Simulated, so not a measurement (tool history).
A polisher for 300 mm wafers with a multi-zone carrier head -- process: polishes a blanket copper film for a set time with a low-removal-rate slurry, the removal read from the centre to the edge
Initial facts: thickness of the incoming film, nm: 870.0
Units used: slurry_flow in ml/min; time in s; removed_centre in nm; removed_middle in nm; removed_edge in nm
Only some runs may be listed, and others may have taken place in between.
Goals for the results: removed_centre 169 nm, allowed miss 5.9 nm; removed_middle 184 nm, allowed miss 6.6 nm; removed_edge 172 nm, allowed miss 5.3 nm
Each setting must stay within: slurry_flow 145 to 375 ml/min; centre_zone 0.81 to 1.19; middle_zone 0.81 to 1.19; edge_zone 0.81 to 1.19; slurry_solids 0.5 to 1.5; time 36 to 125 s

run	day	slurry_flow	centre_zone	middle_zone	edge_zone	slurry_solids	time	removed_centre	removed_middle	removed_edge
1	0	240	1	1	1	1	80	125.69	126.22	122.09
2	0.179	240	1	1	1	1.15	80	131	130.56	128.78
3	0.475	240	1	1	1.07	1.15	80	130.57	128.77	131.17
4	0.592	250	1	1.04	1.08	1.25	83	143.61	146.54	142.7
5	0.742	250	1	1.04	1.14	1.25	83	138.67	147.4	147.16
6	0.967	260	1.01	1.06	1.15	1.3	84	143.83	152.15	150.19
7	1.279	260	1.01	1.06	1.15	1.3	84	142.51	152.05	150.26
8	1.367	265	1.02	1.08	1.15	1.35	86	150.1	159.15	155.82
9	1.738	270	1.03	1.1	1.16	1.4	87	157.45	168.07	157.93
10	1.875	275	1.03	1.1	1.17	1.45	88	161.09	172.34	167.19
11	2.221	285	1.04	1.11	1.17	1.45	88	163.5	174.74	167.02
12	2.342	295	1.04	1.12	1.17	1.45	88	164.82	173.57	167.61
13	2.667	295	1.04	1.13	1.17	1.45	88	165.8	175.88	167.03

Of the 5 settings listed for the next run, only one would bring every result within its allowed miss of target. Which one?
A	2.992	290	1.03	1.09	1.14	1.5	84	?	?	?
B	2.992	325	0.96	1.02	1.19	1.5	88	?	?	?
C	2.992	260	1.12	1.15	1.07	1.25	93	?	?	?
D	2.992	340	1.02	1.17	1.18	1.25	87	?	?	?
E	2.992	145	1.03	1.13	1.08	1.5	102	?	?	?

move	removed_centre	removed_middle	removed_edge
A	157.83	165.13	159.82
B	156.59	165.41	172.87
C	176.84	179.01	160.65
D	156.14	174.85	161.34
E	168.65	184.43	173.48
A: its largest miss is bigger than the last run's
B: its largest miss is bigger than the last run's
C: corrects the largest miss of the last run, while another result sits out of spec
D: its largest miss is bigger than the last run's
E: all results land within tolerance of their targets
The move that meets every target is E.
